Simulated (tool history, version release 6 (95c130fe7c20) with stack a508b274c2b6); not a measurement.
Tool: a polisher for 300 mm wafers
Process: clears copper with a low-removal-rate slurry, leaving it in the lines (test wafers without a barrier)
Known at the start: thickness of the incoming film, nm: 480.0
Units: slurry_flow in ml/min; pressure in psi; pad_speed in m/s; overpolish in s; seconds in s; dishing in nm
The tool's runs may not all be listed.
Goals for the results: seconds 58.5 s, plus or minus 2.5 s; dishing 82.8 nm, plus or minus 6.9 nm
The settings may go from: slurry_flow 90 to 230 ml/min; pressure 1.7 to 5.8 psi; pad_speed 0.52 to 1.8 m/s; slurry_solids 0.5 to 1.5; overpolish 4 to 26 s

run 1 hour=0 | slurry_flow=150 pressure=3.7 pad_speed=1.16 slurry_solids=1 overpolish=13 | seconds=107.18 dishing=38.151
run 2 hour=1.6 | slurry_flow=150 pressure=4 pad_speed=1.16 slurry_solids=1 overpolish=13 | seconds=97.101 dishing=39.651
run 3 hour=4.6 | slurry_flow=150 pressure=4.2 pad_speed=1.16 slurry_solids=1 overpolish=14 | seconds=92.701 dishing=46.406
run 4 hour=5.5 | slurry_flow=150 pressure=4.9 pad_speed=1.16 slurry_solids=1 overpolish=14 | seconds=79.383 dishing=52.29
run 5 hour=12.7 | slurry_flow=150 pressure=4.9 pad_speed=1.16 slurry_solids=0.9 overpolish=14 | seconds=81.78 dishing=51.451
run 6 hour=14.9 | slurry_flow=150 pressure=4.9 pad_speed=1.16 slurry_solids=0.9 overpolish=18 | seconds=83.207 dishing=61.713
run 7 hour=20.4 | slurry_flow=165 pressure=5.8 pad_speed=1.28 slurry_solids=0.9 overpolish=17 | seconds=61.907 dishing=73.865
run 8 hour=23 | slurry_flow=165 pressure=5.8 pad_speed=1.28 slurry_solids=0.9 overpolish=17 | seconds=63.411 dishing=76.748

Consider the 5 candidate settings below. Which is the only one whose results all fall within their allowed miss of target?
run A hour=25.6 | slurry_flow=160 pressure=5.6 pad_speed=1.3 slurry_solids=0.85 overpolish=20 | seconds=? dishing=?
run B hour=25.6 | slurry_flow=200 pressure=4.8 pad_speed=1.34 slurry_solids=1 overpolish=19 | seconds=? dishing=?
run C hour=25.6 | slurry_flow=145 pressure=5.8 pad_speed=1.32 slurry_solids=1.05 overpolish=14 | seconds=? dishing=?
run D hour=25.6 | slurry_flow=190 pressure=5.5 pad_speed=1.16 slurry_solids=1.05 overpolish=21 | seconds=? dishing=?
run E hour=25.6 | slurry_flow=155 pressure=5.8 pad_speed=1.42 slurry_solids=0.85 overpolish=18 | seconds=? dishing=?

move=A seconds=65.731 dishing=84.652
move=B seconds=69.273 dishing=77.573
move=C seconds=59.665 dishing=69.59
move=D seconds=69.203 dishing=84.382
move=E seconds=58.477 dishing=85.572
A: its largest miss is bigger than the last run's
B: its largest miss is bigger than the last run's
C: gets the furthest-off result to its target, but another result is out of tolerance
D: its largest miss is bigger than the last run's
E: all results land within tolerance of their targets
E meets every target.
